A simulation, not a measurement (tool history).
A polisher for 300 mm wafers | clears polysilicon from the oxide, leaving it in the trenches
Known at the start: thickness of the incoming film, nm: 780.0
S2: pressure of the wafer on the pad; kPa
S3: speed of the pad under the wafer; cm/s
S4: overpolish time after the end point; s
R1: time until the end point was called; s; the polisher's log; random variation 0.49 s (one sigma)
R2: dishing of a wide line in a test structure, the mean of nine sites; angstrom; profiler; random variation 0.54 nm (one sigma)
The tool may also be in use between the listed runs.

Run 1, hour 0.0: flow of slurry (ml/min) 220, S2 20.7 kPa, S3 102 cm/s, S4 15 s. Result: R1 39.012 s, R2 556.43 angstrom.
Run 2, hour 3.5: flow of slurry (ml/min) 220, S2 20.7 kPa, S3 102 cm/s, S4 18 s. Result: R1 37.796 s, R2 561.59 angstrom.
Run 3, hour 12.5: flow of slurry (ml/min) 220, S2 17.2 kPa, S3 102 cm/s, S4 18 s. Result: R1 44.668 s, R2 558.93 angstrom.
Run 4, hour 20.6: flow of slurry (ml/min) 220, S2 17.2 kPa, S3 102 cm/s, S4 14 s. Result: R1 43.862 s, R2 560.68 angstrom.
Run 5, hour 26.0: flow of slurry (ml/min) 220, S2 20.7 kPa, S3 98 cm/s, S4 11 s. Result: R1 39.763 s, R2 549.73 angstrom.
Run 6, hour 28.2: flow of slurry (ml/min) 180, S2 20.7 kPa, S3 98 cm/s, S4 11 s. Result: R1 40.059 s, R2 555.44 angstrom.
Run 7, hour 34.1: flow of slurry (ml/min) 240, S2 26.2 kPa, S3 102 cm/s, S4 4 s. Result: R1 30.411 s, R2 450.74 angstrom.

Forecast run 8:
Run 8, hour 36.5: flow of slurry (ml/min) 225, S2 26.2 kPa, S3 104 cm/s, S4 6 s. Result: R1 ?, R2 ?.

{"run 8": {"R1": 31.284, "R2": 527.1}}
